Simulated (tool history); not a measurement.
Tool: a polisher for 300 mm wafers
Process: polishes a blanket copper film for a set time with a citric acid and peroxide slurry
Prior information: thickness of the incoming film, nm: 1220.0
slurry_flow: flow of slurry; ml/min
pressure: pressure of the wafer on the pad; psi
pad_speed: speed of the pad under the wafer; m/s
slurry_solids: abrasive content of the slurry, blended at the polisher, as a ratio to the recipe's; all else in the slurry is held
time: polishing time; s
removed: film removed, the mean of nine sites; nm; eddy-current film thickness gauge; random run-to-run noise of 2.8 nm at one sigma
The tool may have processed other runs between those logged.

run	hour	slurry_flow	pressure	pad_speed	slurry_solids	time	removed
1	0	150	3.3	1.3	1	102	317.97
2	1.2	150	3.9	1.3	1	102	371.2
3	2.8	150	3.3	1.28	1	102	319.05
4	6.9	150	3.3	1.28	1	107	326
5	13	150	3.3	1.28	1	102	315.41
6	13.5	150	2.9	1.26	1	102	271.7
7	21.4	150	2.7	1.26	1	102	256.78
8	28	150	2.5	1.26	1	102	234.04
9	30.2	150	2.4	1.26	1	102	227.38

Forecast run 10:
10	37.3	150	2.4	1.26	1	102	?

Run 10 gave removed 228.48 nm.
